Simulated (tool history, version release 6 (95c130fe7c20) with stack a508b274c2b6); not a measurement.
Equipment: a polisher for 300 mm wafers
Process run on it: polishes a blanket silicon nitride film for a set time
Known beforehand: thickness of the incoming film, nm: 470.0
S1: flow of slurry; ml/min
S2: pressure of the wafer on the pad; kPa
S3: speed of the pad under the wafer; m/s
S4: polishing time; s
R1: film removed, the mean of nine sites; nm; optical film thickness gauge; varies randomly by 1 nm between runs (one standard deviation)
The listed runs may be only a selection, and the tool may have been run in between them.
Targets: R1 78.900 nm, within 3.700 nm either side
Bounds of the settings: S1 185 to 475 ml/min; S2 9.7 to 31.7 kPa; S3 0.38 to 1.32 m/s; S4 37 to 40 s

run,hour,S1,S2,S3,S4,R1
1,0.0,305,20.7,0.84,40,54.378
2,6.7,305,24.1,0.84,40,60.629
3,12.1,265,24.1,0.84,40,59.342
4,12.9,275,26.2,0.86,40,67.952
5,21.2,280,26.9,0.86,40,66.196
6,26.3,280,26.9,0.86,40,69.554
7,31.8,285,27.6,0.86,40,71.178
8,32.4,290,28.3,0.86,40,71.368
9,36.1,290,29.0,0.86,40,73.979
# hour 38.2: worn pad replaced by a new one
10,38.2,290,29.6,0.86,40,82.933

Next run, 4 choices. One meets every target within its allowed miss, the rest don't. Which?
A,40.3,370,30.3,0.74,37,?
B,40.3,240,27.6,1.02,39,?
C,40.3,235,27.6,0.90,40,?
D,40.3,260,31.7,0.88,38,?

move,R1
A,71.758
B,86.518
C,80.293
D,85.626
A: takes the result that was furthest off past its target
B: moves away from the targets compared with the last run
C: hits every target within its allowed miss
D: moves away from the targets compared with the last run
So the answer is move C, the one that meets all the targets.
